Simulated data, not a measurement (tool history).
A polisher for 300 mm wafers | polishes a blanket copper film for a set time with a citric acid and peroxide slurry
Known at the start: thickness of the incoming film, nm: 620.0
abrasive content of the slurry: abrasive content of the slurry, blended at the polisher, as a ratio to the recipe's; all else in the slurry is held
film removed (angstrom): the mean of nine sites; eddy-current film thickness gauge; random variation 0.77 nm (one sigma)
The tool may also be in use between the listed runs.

run	day	flow of slurry (ml/min)	pressure of the wafer on the pad (psi)	speed of the pad under the wafer (cm/s)	abrasive content of the slurry	polishing time (s)	film removed (angstrom)
1	0	305	3	106	1	59	1170.5
2	0.362	305	2.6	104	1	59	1001.6
3	0.429	305	2.3	102	1	59	892.13
4	0.458	305	2.3	102	1.15	59	924.75
5	0.808	305	2.3	102	1.15	53	839.78
6	1.054	305	2.3	102	1.15	53	859.6

The next listed run, before its measurement:
7	1.192	305	2.1	102	1.15	53	?

Run 7 gave film removed (angstrom) 793.77.
